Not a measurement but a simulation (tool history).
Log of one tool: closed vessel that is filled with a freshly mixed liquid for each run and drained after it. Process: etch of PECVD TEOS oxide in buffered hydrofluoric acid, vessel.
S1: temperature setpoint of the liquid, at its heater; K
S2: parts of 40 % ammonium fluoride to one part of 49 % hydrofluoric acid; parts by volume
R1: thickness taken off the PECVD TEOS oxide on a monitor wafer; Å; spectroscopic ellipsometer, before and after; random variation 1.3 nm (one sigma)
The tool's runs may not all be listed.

run 1 hour=0 | S1=296.15 S2=9.5 time_in_the_liquid_(s)=95 | R1=1215.5
run 2 hour=1.4 | S1=298.65 S2=9.5 time_in_the_liquid_(s)=95 | R1=1385.5
run 3 hour=4.2 | S1=300.15 S2=9 time_in_the_liquid_(s)=95 | R1=1561.3
run 4 hour=12.1 | S1=301.15 S2=8.5 time_in_the_liquid_(s)=95 | R1=1704.4
run 5 hour=17 | S1=301.15 S2=5.5 time_in_the_liquid_(s)=95 | R1=2608.8
run 6 hour=25.9 | S1=299.65 S2=5.5 time_in_the_liquid_(s)=95 | R1=2409.9
run 7 hour=32 | S1=298.65 S2=5.5 time_in_the_liquid_(s)=95 | R1=2288
run 8 hour=34.7 | S1=298.15 S2=5.5 time_in_the_liquid_(s)=95 | R1=2236.5

Run 9 comes next. What will it give?
run 9 hour=38.9 | S1=297.65 S2=5.5 time_in_the_liquid_(s)=95 | R1=?

R1: 2179.1 Å
